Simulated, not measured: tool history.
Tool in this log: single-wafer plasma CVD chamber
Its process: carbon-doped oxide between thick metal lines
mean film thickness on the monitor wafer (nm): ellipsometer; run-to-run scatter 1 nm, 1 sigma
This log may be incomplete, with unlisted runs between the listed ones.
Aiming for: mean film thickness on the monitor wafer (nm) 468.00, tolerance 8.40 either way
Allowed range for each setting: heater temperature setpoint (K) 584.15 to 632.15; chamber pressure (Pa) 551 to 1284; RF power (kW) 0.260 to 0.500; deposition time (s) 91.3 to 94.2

run	hour	heater temperature setpoint (K)	chamber pressure (Pa)	RF power (kW)	deposition time (s)	mean film thickness on the monitor wafer (nm)
1	0.0	608.15	917	0.380	91.3	418.04
2	7.9	606.15	935	0.385	91.3	427.16
3	11.9	604.15	952	0.390	91.3	434.29
4	13.2	604.15	821	0.390	91.3	428.93
5	21.4	604.15	976	0.390	91.3	436.48
6	24.1	604.15	976	0.390	91.3	435.31
7	25.4	602.15	989	0.390	91.3	440.28
8	29.3	600.15	1001	0.390	91.3	441.81
9	36.7	599.15	1013	0.390	91.3	446.14
# hour 43.5: capacitance manometer re-zeroed and calibrated
10	43.5	599.15	1013	0.390	91.3	445.52
11	52.3	598.15	1023	0.390	91.3	446.82
12	56.8	598.15	1023	0.390	91.3	446.13
13	58.2	597.15	1033	0.390	91.3	450.97
14	66.3	596.15	1040	0.390	91.3	449.01
15	68.7	595.15	1049	0.390	91.3	452.57

Of the 5 settings listed for the next run, only one would bring every result within its allowed miss of target. Which one?
A	71.1	590.15	1136	0.395	91.3	?
B	71.1	601.15	1012	0.385	91.3	?
C	71.1	602.15	1179	0.385	91.3	?
D	71.1	595.15	992	0.385	91.3	?
E	71.1	600.15	1071	0.390	91.3	?

move	mean film thickness on the monitor wafer (nm)
A	469.04
B	436.42
C	439.13
D	445.19
E	444.96
A: in spec on every target
B: the biggest miss grows against the last run
C: the biggest miss grows against the last run
D: the biggest miss grows against the last run
E: the biggest miss grows against the last run
Correct choice: A, which meets every target
